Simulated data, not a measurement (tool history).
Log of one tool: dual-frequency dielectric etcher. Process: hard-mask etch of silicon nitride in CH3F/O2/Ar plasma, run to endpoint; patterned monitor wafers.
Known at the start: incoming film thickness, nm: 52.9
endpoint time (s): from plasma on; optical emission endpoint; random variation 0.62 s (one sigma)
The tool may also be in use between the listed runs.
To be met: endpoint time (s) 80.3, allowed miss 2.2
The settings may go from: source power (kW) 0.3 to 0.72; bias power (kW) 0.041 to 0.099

run  hour  source power (kW)  bias power (kW)  endpoint time (s)
  1     0               0.51             0.07             71.493
  2   4.2               0.51            0.075             70.093
  3    10               0.47            0.073             71.296
  4  12.4               0.47            0.085             68.033
  5  20.2               0.39            0.085             72.257
  6  22.4               0.36            0.082             75.025
  7  30.6               0.34             0.08             76.388
  8  38.8               0.33            0.078             75.779

5 next moves are on the table. One of them brings every result within its allowed miss. Which?
  A    47                0.3            0.061                  ?
  B    47                0.3            0.058                  ?
  C    47                0.3            0.065                  ?
  D    47                0.3            0.056                  ?
  E    47                0.3            0.075                  ?

move  endpoint time (s)
   A             85.994
   B             87.366
   C              84.27
   D             88.322
   E              80.41
A: takes the result that was furthest off past its target
B: takes the result that was furthest off past its target
C: takes the result that was furthest off past its target
D: takes the result that was furthest off past its target
E: meets every target
The right move is E.
